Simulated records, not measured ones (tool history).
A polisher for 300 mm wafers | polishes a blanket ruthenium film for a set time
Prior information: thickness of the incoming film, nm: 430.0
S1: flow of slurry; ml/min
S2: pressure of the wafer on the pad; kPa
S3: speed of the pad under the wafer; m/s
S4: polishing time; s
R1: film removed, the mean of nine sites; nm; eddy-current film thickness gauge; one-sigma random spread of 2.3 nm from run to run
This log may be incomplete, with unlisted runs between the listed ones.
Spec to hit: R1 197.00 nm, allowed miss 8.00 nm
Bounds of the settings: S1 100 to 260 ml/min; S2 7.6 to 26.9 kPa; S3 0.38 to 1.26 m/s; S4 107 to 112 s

run 1 day=0.000 | S1=165 S2=17.2 S3=0.82 S4=107 | R1=136.20
run 2 day=0.262 | S1=165 S2=17.2 S3=0.82 S4=107 | R1=135.21
run 3 day=0.312 | S1=165 S2=17.9 S3=0.82 S4=107 | R1=138.33
run 4 day=0.429 | S1=165 S2=18.6 S3=0.82 S4=107 | R1=140.06
run 5 day=0.625 | S1=165 S2=18.6 S3=0.72 S4=107 | R1=128.91
-- day=0.692 worn pad replaced by a new one
run 6 day=0.692 | S1=165 S2=20.0 S3=0.72 S4=107 | R1=150.99
run 7 day=0.817 | S1=165 S2=20.7 S3=0.72 S4=107 | R1=154.42
run 8 day=1.008 | S1=165 S2=21.4 S3=0.72 S4=107 | R1=161.25
run 9 day=1.096 | S1=165 S2=22.1 S3=0.72 S4=107 | R1=166.65
run 10 day=1.292 | S1=165 S2=22.8 S3=0.72 S4=107 | R1=170.11
run 11 day=1.471 | S1=165 S2=23.4 S3=0.72 S4=107 | R1=181.01
run 12 day=1.592 | S1=170 S2=24.1 S3=0.72 S4=107 | R1=182.73

Which single option among these 4 for the next run brings every result within its allowed miss of target? Just one does.
run A day=1.712 | S1=175 S2=25.5 S3=0.58 S4=112 | R1=?
run B day=1.712 | S1=185 S2=21.4 S3=0.84 S4=112 | R1=?
run C day=1.712 | S1=135 S2=20.0 S3=0.80 S4=108 | R1=?
run D day=1.712 | S1=165 S2=21.4 S3=0.72 S4=107 | R1=?

move=A R1=173.58
move=B R1=198.22
move=C R1=162.37
move=D R1=163.83
A: misses by more than the last run did
B: each result inside its tolerance
C: misses by more than the last run did
D: misses by more than the last run did
Correct choice: B, which meets every target
